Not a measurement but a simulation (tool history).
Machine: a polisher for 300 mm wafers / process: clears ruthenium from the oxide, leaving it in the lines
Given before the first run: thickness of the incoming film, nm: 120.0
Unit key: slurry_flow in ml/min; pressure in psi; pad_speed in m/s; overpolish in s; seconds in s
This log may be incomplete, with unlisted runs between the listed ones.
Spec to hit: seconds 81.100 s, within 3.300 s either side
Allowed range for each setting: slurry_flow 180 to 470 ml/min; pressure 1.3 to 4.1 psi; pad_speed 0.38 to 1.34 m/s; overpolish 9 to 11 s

run,hour,slurry_flow,pressure,pad_speed,overpolish,seconds
1,0.0,300,2.7,0.86,11,94.649
2,1.2,300,2.8,0.86,11,91.581
3,10.1,300,2.8,0.86,9,90.213
4,13.7,300,2.9,0.86,9,88.121
5,17.3,300,3.0,0.86,9,84.885
6,21.7,300,3.5,0.86,9,73.636
7,26.8,300,3.5,0.86,9,75.258
8,33.3,300,3.4,0.86,9,77.212

5 candidate next runs follow, results not yet known. Just one meets every target within its allowed miss. Identify it.
A,39.8,365,2.8,0.96,9,?
B,39.8,180,3.6,0.90,11,?
C,39.8,265,4.0,0.76,11,?
D,39.8,295,3.3,0.76,11,?
E,39.8,320,3.5,0.90,9,?

move,seconds
A,80.834
B,73.381
C,74.879
D,88.684
E,70.792
A: all results land within tolerance of their targets
B: the biggest miss grows against the last run
C: the biggest miss grows against the last run
D: moves the result that the last run missed by most past its target, out the other side
E: the biggest miss grows against the last run
The move that meets every target is A.
